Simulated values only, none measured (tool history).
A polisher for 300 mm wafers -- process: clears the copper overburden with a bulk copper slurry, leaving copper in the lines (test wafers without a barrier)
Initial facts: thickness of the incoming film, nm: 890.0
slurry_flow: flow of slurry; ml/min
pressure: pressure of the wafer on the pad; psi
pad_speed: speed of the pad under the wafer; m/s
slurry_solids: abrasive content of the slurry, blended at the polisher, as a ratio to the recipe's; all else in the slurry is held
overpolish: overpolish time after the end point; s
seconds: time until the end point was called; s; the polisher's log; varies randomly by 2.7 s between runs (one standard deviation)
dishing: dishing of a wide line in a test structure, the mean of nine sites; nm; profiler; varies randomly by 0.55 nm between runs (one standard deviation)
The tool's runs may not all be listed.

run	hour	slurry_flow	pressure	pad_speed	slurry_solids	overpolish	seconds	dishing
1	0.0	315	3.0	1.28	1.00	15	92.578	83.852
2	3.7	315	3.0	1.28	0.90	15	93.813	86.399
3	6.0	315	3.0	1.28	1.05	15	88.955	86.303
4	12.5	315	2.8	1.24	1.10	14	93.586	79.982
5	18.4	310	2.6	1.16	1.15	13	106.770	66.957
6	21.8	255	2.6	1.16	1.15	13	107.810	68.108
7	24.2	275	2.5	1.12	1.20	12	111.240	61.810
8	26.1	285	2.4	1.10	1.25	11	116.090	54.289
9	30.9	285	2.3	1.08	1.25	10	116.240	50.303
10	39.8	285	2.3	1.08	1.25	10	116.300	50.279
11	44.8	285	2.2	1.06	1.25	9	130.640	42.064
12	48.4	285	2.1	1.06	1.25	9	132.630	41.201
13	54.8	285	1.5	1.00	1.25	4	196.530	14.554

For run 14, what comes out?
14	62.5	285	1.6	0.98	1.25	4	?	?

Run 14 came out at seconds 183.450 s, dishing 15.254 nm.

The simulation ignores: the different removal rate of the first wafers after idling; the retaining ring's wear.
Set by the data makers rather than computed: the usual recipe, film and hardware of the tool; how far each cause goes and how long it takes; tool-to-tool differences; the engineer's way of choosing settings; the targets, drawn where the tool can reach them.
